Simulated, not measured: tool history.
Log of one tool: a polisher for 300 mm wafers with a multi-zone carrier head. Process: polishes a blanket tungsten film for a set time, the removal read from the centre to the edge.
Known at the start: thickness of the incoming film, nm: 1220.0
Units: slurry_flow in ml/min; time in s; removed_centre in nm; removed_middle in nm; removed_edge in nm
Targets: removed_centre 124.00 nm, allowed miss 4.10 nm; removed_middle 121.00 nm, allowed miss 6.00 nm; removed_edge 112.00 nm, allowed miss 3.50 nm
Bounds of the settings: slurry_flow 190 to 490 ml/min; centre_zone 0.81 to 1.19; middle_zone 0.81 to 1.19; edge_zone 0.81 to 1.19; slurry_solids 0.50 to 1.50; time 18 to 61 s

run  hour  slurry_flow  centre_zone  middle_zone  edge_zone  slurry_solids  time  removed_centre  removed_middle  removed_edge
  1   0.0          315         1.00         1.00       1.00           1.00    39          197.67          196.68        193.45
  2   3.2          260         1.00         1.00       1.00           1.00    39          192.28          191.35        189.81
  3  11.6          260         1.00         1.00       1.00           0.90    39          187.94          187.50        187.12
  4  14.1          270         1.01         1.01       0.97           0.80    35          169.56          165.92        163.91
  5  16.5          270         1.01         0.98       0.97           0.80    35          169.01          160.58        161.13
  6  23.6          285         1.00         0.99       0.94           0.75    33          158.70          153.85        148.65
  7  24.4          295         0.98         0.98       0.92           0.70    32          148.08          145.16        138.95
  8  32.7          305         0.96         0.96       0.90           0.65    32          144.55          141.87        137.58
  9  35.9          310         0.96         0.96       0.89           0.60    31          137.10          137.12        129.96

5 next moves are on the table. One of them brings every result within its allowed miss. Which?
  A  39.1          270         1.01         0.99       0.86           0.50    28               ?               ?             ?
  B  39.1          285         0.86         0.90       1.11           0.60    36               ?               ?             ?
  C  39.1          250         0.86         0.98       1.04           0.55    37               ?               ?             ?
  D  39.1          270         1.06         0.81       1.00           0.60    31               ?               ?             ?
  E  39.1          190         1.09         0.82       0.98           0.60    34               ?               ?             ?

move  removed_centre  removed_middle  removed_edge
   A          123.69          117.10        111.09
   B          140.91          144.90        168.05
   C          139.95          154.74        162.23
   D          148.65          113.59        136.92
   E          157.91          119.23        142.86
A: meets every target
B: further off than the last run
C: further off than the last run
D: further off than the last run
E: further off than the last run
The right move is A.
